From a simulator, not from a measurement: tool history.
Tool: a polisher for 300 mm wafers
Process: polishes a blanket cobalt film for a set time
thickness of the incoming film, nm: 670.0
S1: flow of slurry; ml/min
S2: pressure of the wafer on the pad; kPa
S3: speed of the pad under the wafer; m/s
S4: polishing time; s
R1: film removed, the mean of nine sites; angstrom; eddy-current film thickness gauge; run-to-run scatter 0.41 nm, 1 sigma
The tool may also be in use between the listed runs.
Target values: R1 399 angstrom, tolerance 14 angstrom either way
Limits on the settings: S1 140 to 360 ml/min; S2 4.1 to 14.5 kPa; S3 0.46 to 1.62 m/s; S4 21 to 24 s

run 1 day=0 | S1=230 S2=9 S3=1.04 S4=24 | R1=670.81
run 2 day=0.25 | S1=230 S2=9.7 S3=1.04 S4=24 | R1=741.46
run 3 day=0.421 | S1=230 S2=9.7 S3=0.8 S4=24 | R1=596.5
run 4 day=0.588 | S1=230 S2=8.3 S3=0.8 S4=24 | R1=511.5
run 5 day=0.821 | S1=275 S2=8.3 S3=0.8 S4=24 | R1=534.65
run 6 day=0.879 | S1=275 S2=8.3 S3=0.8 S4=24 | R1=529.84
run 7 day=0.929 | S1=270 S2=8.3 S3=0.8 S4=24 | R1=525.51
run 8 day=1.012 | S1=265 S2=8.3 S3=0.8 S4=24 | R1=526.47
run 9 day=1.329 | S1=260 S2=8.3 S3=0.8 S4=24 | R1=524.61
run 10 day=1.492 | S1=255 S2=5.5 S3=0.78 S4=24 | R1=346.31
run 11 day=1.804 | S1=260 S2=5.5 S3=0.78 S4=24 | R1=346.08
run 12 day=1.879 | S1=265 S2=6.9 S3=0.78 S4=24 | R1=433.24
-- day=2 slurry nozzle cleaned
run 13 day=2 | S1=260 S2=6.9 S3=0.78 S4=24 | R1=442.65
run 14 day=2.112 | S1=255 S2=6.9 S3=0.78 S4=24 | R1=444.69

Next run, 5 choices. One meets every target within its allowed miss, the rest don't. Which?
run A day=2.225 | S1=235 S2=7.6 S3=0.66 S4=21 | R1=?
run B day=2.225 | S1=310 S2=5.5 S3=0.9 S4=22 | R1=?
run C day=2.225 | S1=320 S2=6.9 S3=0.7 S4=21 | R1=?
run D day=2.225 | S1=290 S2=7.6 S3=0.62 S4=21 | R1=?
run E day=2.225 | S1=170 S2=8.3 S3=0.56 S4=24 | R1=?

move=A R1=376.14
move=B R1=374.48
move=C R1=369.4
move=D R1=368.87
move=E R1=398.44
A: takes the result that was furthest off past its target
B: takes the result that was furthest off past its target
C: takes the result that was furthest off past its target
D: takes the result that was furthest off past its target
E: all results in spec
Correct choice: E, which meets every target
